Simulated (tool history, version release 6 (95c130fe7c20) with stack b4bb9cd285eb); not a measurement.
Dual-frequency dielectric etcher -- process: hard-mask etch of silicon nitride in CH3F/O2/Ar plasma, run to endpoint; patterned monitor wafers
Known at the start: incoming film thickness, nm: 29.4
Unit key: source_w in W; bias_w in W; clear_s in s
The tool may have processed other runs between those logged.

Run 1, day 0: source_w 480 W, bias_w 78 W. Result: clear_s 39.816 s.
Run 2, day 0.2: source_w 450 W, bias_w 76 W. Result: clear_s 41.177 s.
Run 3, day 0.221: source_w 510 W, bias_w 76 W. Result: clear_s 38.875 s.
Run 4, day 0.246: source_w 590 W, bias_w 76 W. Result: clear_s 36.553 s.
Run 5, day 0.325: source_w 590 W, bias_w 71 W. Result: clear_s 37.711 s.
At day 0.35: source power generator calibrated.
Run 6, day 0.35: source_w 640 W, bias_w 71 W. Result: clear_s 37.019 s.

Predict the results of run 7:
Run 7, day 0.658: source_w 600 W, bias_w 67 W. Result: clear_s ?.

clear_s: 39.105 s
